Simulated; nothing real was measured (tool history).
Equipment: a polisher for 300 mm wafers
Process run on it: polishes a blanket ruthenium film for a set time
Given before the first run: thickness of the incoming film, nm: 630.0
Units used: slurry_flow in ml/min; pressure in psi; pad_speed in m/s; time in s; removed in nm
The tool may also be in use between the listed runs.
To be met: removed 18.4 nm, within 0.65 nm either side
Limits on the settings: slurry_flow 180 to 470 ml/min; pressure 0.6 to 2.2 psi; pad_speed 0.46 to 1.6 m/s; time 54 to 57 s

run	day	slurry_flow	pressure	pad_speed	time	removed
1	0	300	1.4	1.02	54	34.764
2	0.088	300	1.5	1.02	54	37.153
3	0.321	300	1.5	0.9	54	32.992
4	0.479	300	1.5	1.16	54	43.058
5	0.671	300	1.2	1.1	54	32.116
6	0.692	300	1	1.08	54	26.565
7	1.004	300	0.9	1.06	54	23.97
8	1.271	300	0.8	1.06	54	20.883
9	1.517	300	0.8	1.06	54	20.924

Of the 4 settings listed for the next run, only one would bring every result within its allowed miss of target. Which one?
A	1.762	345	0.7	0.96	55	?
B	1.762	280	0.8	0.92	54	?
C	1.762	275	0.7	0.96	54	?
D	1.762	260	1	1.02	57	?

move	removed
A	17.544
B	18.387
C	16.856
D	26.318
A: carries the result that was furthest off beyond its target, to the other side
B: every result within its allowed miss
C: carries the result that was furthest off beyond its target, to the other side
D: its largest miss is bigger than the last run's
The move that meets every target is B.
